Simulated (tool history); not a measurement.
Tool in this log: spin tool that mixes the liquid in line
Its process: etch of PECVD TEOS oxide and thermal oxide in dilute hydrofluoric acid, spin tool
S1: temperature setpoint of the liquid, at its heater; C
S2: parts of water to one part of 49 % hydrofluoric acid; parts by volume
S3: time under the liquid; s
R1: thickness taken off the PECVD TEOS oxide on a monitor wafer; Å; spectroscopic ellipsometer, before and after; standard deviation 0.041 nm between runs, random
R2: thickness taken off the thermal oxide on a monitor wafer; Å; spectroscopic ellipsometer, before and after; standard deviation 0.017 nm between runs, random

run,hour,S1,S2,S3,R1,R2
1,0.0,24.0,160,105,159.780,30.765
2,3.5,24.0,160,125,190.150,36.573
3,12.3,21.5,160,125,172.950,33.368
4,18.6,20.5,180,125,144.030,28.148
5,23.2,20.5,205,125,124.590,24.438
6,29.9,20.5,150,125,178.420,34.989
7,32.1,20.0,175,125,146.580,28.362
8,37.1,19.5,195,125,126.470,24.606
9,44.8,19.0,210,125,113.780,21.638
10,45.8,18.5,225,125,102.360,19.460
11,51.5,18.0,235,125,95.201,18.499
12,53.8,18.0,245,125,90.312,17.603
13,54.4,18.0,255,125,84.879,16.371

Run 14, settings as shown, results not yet in. Your forecast:
14,55.1,18.0,260,125,?,?

Run 14 produced R1 84.387 Å, R2 16.379 Å.
